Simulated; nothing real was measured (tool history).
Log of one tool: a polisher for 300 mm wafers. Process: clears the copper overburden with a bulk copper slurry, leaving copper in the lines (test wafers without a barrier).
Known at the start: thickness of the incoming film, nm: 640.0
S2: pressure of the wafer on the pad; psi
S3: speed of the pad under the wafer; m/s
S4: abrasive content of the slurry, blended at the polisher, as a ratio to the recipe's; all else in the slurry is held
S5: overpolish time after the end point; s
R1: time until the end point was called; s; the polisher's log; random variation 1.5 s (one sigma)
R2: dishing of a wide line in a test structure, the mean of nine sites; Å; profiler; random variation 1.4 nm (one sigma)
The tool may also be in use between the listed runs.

{"run": 1, "hour": 0.0, "flow of slurry (ml/min)": 145, "S2": 3.2, "S3": 1.04, "S4": 1.0, "S5": 15, "R1": 58.834, "R2": 920.3}
{"run": 2, "hour": 4.7, "flow of slurry (ml/min)": 145, "S2": 2.8, "S3": 1.02, "S4": 1.0, "S5": 16, "R1": 66.93, "R2": 914.8}
{"run": 3, "hour": 8.1, "flow of slurry (ml/min)": 145, "S2": 2.4, "S3": 1.0, "S4": 1.0, "S5": 16, "R1": 72.184, "R2": 828.86}
{"run": 4, "hour": 14.0, "flow of slurry (ml/min)": 180, "S2": 2.4, "S3": 1.0, "S4": 1.0, "S5": 16, "R1": 70.554, "R2": 869.03}
{"run": 5, "hour": 15.1, "flow of slurry (ml/min)": 180, "S2": 2.4, "S3": 1.0, "S4": 1.0, "S5": 20, "R1": 71.793, "R2": 950.16}
{"run": 6, "hour": 22.3, "flow of slurry (ml/min)": 180, "S2": 2.1, "S3": 0.96, "S4": 1.0, "S5": 20, "R1": 81.844, "R2": 900.76}
{"run": 7, "hour": 27.1, "flow of slurry (ml/min)": 180, "S2": 1.9, "S3": 0.94, "S4": 1.0, "S5": 20, "R1": 85.145, "R2": 834.74}
{"run": 8, "hour": 30.0, "flow of slurry (ml/min)": 180, "S2": 1.8, "S3": 0.92, "S4": 1.0, "S5": 20, "R1": 87.16, "R2": 812.93}

Run 9 comes next. What will it give?
{"run": 9, "hour": 37.5, "flow of slurry (ml/min)": 180, "S2": 1.7, "S3": 0.9, "S4": 1.0, "S5": 20, "R1": "?", "R2": "?"}

{"run 9": {"R1": 93.95, "R2": 750.52}}
